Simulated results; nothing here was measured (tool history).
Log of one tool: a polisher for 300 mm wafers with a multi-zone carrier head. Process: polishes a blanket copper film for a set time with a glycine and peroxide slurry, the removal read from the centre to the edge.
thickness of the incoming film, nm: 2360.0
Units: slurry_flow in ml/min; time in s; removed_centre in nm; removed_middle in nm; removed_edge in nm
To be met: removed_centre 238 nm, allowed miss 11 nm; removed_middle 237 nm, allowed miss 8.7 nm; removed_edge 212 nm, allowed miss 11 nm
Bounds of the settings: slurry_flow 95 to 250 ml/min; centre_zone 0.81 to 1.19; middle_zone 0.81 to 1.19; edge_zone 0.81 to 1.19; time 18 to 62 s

| run | hour | slurry_flow | centre_zone | middle_zone | edge_zone | time | removed_centre | removed_middle | removed_edge |
|---|---|---|---|---|---|---|---|---|---|
| 1 | 0 | 160 | 1 | 1 | 1 | 40 | 287.36 | 299.02 | 293.35 |
| 2 | 1.4 | 160 | 1.01 | 1 | 0.97 | 38 | 278.96 | 280.78 | 281.81 |
| 3 | 5.7 | 160 | 1.01 | 1 | 0.97 | 42 | 301.07 | 310.41 | 305.58 |
| 4 | 12.1 | 160 | 1.01 | 0.96 | 0.97 | 42 | 313.01 | 293.92 | 305.72 |
| 5 | 13.7 | 160 | 1.01 | 0.91 | 0.97 | 42 | 305.28 | 286.04 | 303.59 |
| 6 | 17.7 | 165 | 1.02 | 0.95 | 0.94 | 39 | 293.39 | 278.45 | 287.02 |
| 7 | 24.7 | 165 | 1.04 | 0.99 | 0.91 | 36 | 270.97 | 265.61 | 257.65 |
| 8 | 32.7 | 160 | 1.05 | 1 | 0.89 | 35 | 266.83 | 259.08 | 240.87 |
| 9 | 37.5 | 150 | 1.04 | 1 | 0.88 | 35 | 257.06 | 255.01 | 239.81 |
| 10 | 40.3 | 140 | 1.04 | 1 | 0.86 | 35 | 251.52 | 249.27 | 232.93 |
| 11 | 45.3 | 135 | 1.04 | 1 | 0.85 | 35 | 246.38 | 241.34 | 232.92 |
| 12 | 48.9 | 135 | 1.05 | 1.01 | 0.84 | 34 | 243.64 | 241.64 | 223.9 |

Which of these 4 next moves meets every target?
| A | 52.5 | 175 | 0.93 | 0.83 | 0.89 | 37 | ? | ? | ? |
| B | 52.5 | 125 | 1.07 | 0.95 | 0.87 | 37 | ? | ? | ? |
| C | 52.5 | 95 | 1.08 | 1 | 0.84 | 39 | ? | ? | ? |
| D | 52.5 | 120 | 1.1 | 1.07 | 0.85 | 33 | ? | ? | ? |

| move | removed_centre | removed_middle | removed_edge |
|---|---|---|---|
| A | 260.19 | 237.96 | 259.47 |
| B | 268.2 | 241.31 | 239.88 |
| C | 249.7 | 237.09 | 231.37 |
| D | 242.01 | 234.51 | 209.36 |
A: further off than the last run
B: further off than the last run
C: further off than the last run
D: meets every target
Answer: D
